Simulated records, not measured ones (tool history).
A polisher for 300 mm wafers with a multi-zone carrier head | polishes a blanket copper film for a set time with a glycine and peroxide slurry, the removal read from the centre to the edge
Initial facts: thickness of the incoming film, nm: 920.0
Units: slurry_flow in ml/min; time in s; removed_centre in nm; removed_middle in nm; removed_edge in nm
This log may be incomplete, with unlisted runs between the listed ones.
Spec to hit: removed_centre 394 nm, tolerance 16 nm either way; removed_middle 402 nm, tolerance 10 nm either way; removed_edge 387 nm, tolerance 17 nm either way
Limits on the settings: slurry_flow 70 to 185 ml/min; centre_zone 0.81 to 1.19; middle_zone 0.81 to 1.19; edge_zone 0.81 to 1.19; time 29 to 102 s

{"run": 1, "hour": 0.0, "slurry_flow": 120, "centre_zone": 1, "middle_zone": 1, "edge_zone": 1, "time": 65, "removed_centre": 290.21, "removed_middle": 290.57, "removed_edge": 286.68}
{"run": 2, "hour": 2.9, "slurry_flow": 120, "centre_zone": 1, "middle_zone": 1, "edge_zone": 1, "time": 58, "removed_centre": 258.25, "removed_middle": 262.9, "removed_edge": 257.07}
{"run": 3, "hour": 9.8, "slurry_flow": 120, "centre_zone": 1, "middle_zone": 1.07, "edge_zone": 1, "time": 58, "removed_centre": 256.83, "removed_middle": 274.17, "removed_edge": 257.75}
{"run": 4, "hour": 13.6, "slurry_flow": 120, "centre_zone": 0.94, "middle_zone": 1.07, "edge_zone": 1, "time": 58, "removed_centre": 241.31, "removed_middle": 274.42, "removed_edge": 257.8}
{"run": 5, "hour": 14.3, "slurry_flow": 120, "centre_zone": 0.94, "middle_zone": 1.07, "edge_zone": 1.05, "time": 58, "removed_centre": 240.42, "removed_middle": 276.11, "removed_edge": 264.77}
{"run": 6, "hour": 21.4, "slurry_flow": 120, "centre_zone": 0.94, "middle_zone": 1.07, "edge_zone": 1.05, "time": 74, "removed_centre": 300.93, "removed_middle": 354.93, "removed_edge": 332.54}
{"run": 7, "hour": 30.1, "slurry_flow": 130, "centre_zone": 0.96, "middle_zone": 1.07, "edge_zone": 1.07, "time": 74, "removed_centre": 318.31, "removed_middle": 354.98, "removed_edge": 345.89}
{"run": 8, "hour": 31.6, "slurry_flow": 140, "centre_zone": 0.98, "middle_zone": 1.09, "edge_zone": 1.07, "time": 74, "removed_centre": 332.14, "removed_middle": 370.12, "removed_edge": 351.41}
{"run": 9, "hour": 35.0, "slurry_flow": 145, "centre_zone": 0.99, "middle_zone": 1.09, "edge_zone": 1.08, "time": 74, "removed_centre": 341.32, "removed_middle": 372.19, "removed_edge": 351.33}
{"run": 10, "hour": 42.3, "slurry_flow": 150, "centre_zone": 1, "middle_zone": 1.09, "edge_zone": 1.09, "time": 74, "removed_centre": 353.01, "removed_middle": 375.66, "removed_edge": 348.15}
{"run": 11, "hour": 47.2, "slurry_flow": 150, "centre_zone": 1, "middle_zone": 1.08, "edge_zone": 1.1, "time": 75, "removed_centre": 351.55, "removed_middle": 380.97, "removed_edge": 362.64}

Which one of the following 4 next-run settings gets every result inside its allowed miss? There is exactly one.
{"run": "A", "hour": 52.1, "slurry_flow": 135, "centre_zone": 1.09, "middle_zone": 1.15, "edge_zone": 1.02, "time": 74, "removed_centre": "?", "removed_middle": "?", "removed_edge": "?"}
{"run": "B", "hour": 52.1, "slurry_flow": 185, "centre_zone": 1.15, "middle_zone": 1.04, "edge_zone": 1.01, "time": 70, "removed_centre": "?", "removed_middle": "?", "removed_edge": "?"}
{"run": "C", "hour": 52.1, "slurry_flow": 135, "centre_zone": 0.82, "middle_zone": 1.06, "edge_zone": 1.19, "time": 82, "removed_centre": "?", "removed_middle": "?", "removed_edge": "?"}
{"run": "D", "hour": 52.1, "slurry_flow": 185, "centre_zone": 1.01, "middle_zone": 1.03, "edge_zone": 1.05, "time": 80, "removed_centre": "?", "removed_middle": "?", "removed_edge": "?"}

move=A removed_centre=370.42 removed_middle=379.09 removed_edge=335.66
move=B removed_centre=395.6 removed_middle=349.56 removed_edge=330.97
move=C removed_centre=307.97 removed_middle=392.21 removed_edge=398.92
move=D removed_centre=396.73 removed_middle=396.51 removed_edge=384.68
A: moves away from the targets compared with the last run
B: brings the result that was furthest off to its target, and leaves another outside
C: moves away from the targets compared with the last run
D: each result inside its tolerance
The move that meets every target is D.
